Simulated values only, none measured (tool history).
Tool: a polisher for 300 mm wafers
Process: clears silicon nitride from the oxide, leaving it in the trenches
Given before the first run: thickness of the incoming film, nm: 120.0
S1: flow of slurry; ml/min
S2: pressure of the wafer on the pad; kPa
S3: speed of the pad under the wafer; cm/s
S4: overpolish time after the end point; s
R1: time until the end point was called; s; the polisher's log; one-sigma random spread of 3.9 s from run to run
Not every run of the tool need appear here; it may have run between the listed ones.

run	hour	S1	S2	S3	S4	R1
1	0	195	17.9	126	6	145.01
2	5	195	17.9	112	6	161.7
3	11.3	195	17.2	112	6	173.06
4	19.2	195	20.7	112	6	139.67
5	25.4	195	20.7	142	6	116.42
6	34.1	195	20.7	142	6	117.69
7	39.8	195	15.9	130	6	156
8	42	195	14.5	128	6	172.14
9	50.1	195	13.8	126	6	180.98
10	56.9	195	13.1	126	6	186.3
11	59.2	195	9.7	122	6	243.72
# hour 67.2: worn pad replaced by a new one
12	67.2	195	11.7	124	6	199.63

The next listed run, before its measurement:
13	72.9	195	11	122	6	?

Run 13 produced R1 207.58 s.

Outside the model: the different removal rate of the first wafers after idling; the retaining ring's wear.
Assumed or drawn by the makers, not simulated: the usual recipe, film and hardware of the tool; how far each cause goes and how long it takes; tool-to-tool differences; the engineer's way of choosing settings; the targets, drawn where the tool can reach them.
